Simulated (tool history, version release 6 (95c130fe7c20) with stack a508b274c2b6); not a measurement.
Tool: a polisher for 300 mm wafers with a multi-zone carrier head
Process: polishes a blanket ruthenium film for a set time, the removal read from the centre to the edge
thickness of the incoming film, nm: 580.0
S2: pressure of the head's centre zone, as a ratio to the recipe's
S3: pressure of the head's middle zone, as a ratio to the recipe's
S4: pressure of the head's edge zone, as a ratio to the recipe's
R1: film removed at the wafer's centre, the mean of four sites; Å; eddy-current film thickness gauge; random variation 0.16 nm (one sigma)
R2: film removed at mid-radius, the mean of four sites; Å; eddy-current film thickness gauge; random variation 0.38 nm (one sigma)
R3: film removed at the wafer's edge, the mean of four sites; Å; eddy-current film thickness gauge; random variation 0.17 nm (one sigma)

Run 1, hour 0.0: flow of slurry (ml/min) 235, S2 1.00, S3 1.00, S4 1.00, polishing time (s) 41. Result: R1 346.87 Å, R2 352.70 Å, R3 380.29 Å.
Run 2, hour 2.8: flow of slurry (ml/min) 235, S2 0.99, S3 1.00, S4 0.98, polishing time (s) 40. Result: R1 336.61 Å, R2 341.85 Å, R3 369.93 Å.
Run 3, hour 5.8: flow of slurry (ml/min) 235, S2 0.92, S3 1.00, S4 0.98, polishing time (s) 40. Result: R1 313.81 Å, R2 349.11 Å, R3 370.61 Å.
Run 4, hour 9.5: flow of slurry (ml/min) 230, S2 0.92, S3 1.00, S4 0.96, polishing time (s) 39. Result: R1 303.32 Å, R2 343.86 Å, R3 357.92 Å.
Run 5, hour 17.0: flow of slurry (ml/min) 230, S2 0.92, S3 0.96, S4 0.96, polishing time (s) 39. Result: R1 306.18 Å, R2 321.70 Å, R3 355.07 Å.
Run 6, hour 22.5: flow of slurry (ml/min) 275, S2 0.92, S3 0.96, S4 0.96, polishing time (s) 39. Result: R1 314.58 Å, R2 329.88 Å, R3 361.78 Å.
Run 7, hour 28.1: flow of slurry (ml/min) 270, S2 0.92, S3 0.96, S4 0.94, polishing time (s) 38. Result: R1 305.11 Å, R2 335.11 Å, R3 348.80 Å.
Run 8, hour 37.1: flow of slurry (ml/min) 265, S2 0.92, S3 0.95, S4 0.92, polishing time (s) 37. Result: R1 296.64 Å, R2 312.51 Å, R3 334.96 Å.

The next listed run, before its measurement:
Run 9, hour 44.4: flow of slurry (ml/min) 260, S2 0.92, S3 0.95, S4 0.90, polishing time (s) 36. Result: R1 ?, R2 ?, R3 ?.

Run 9 gave R1 286.15 Å, R2 300.65 Å, R3 322.68 Å.
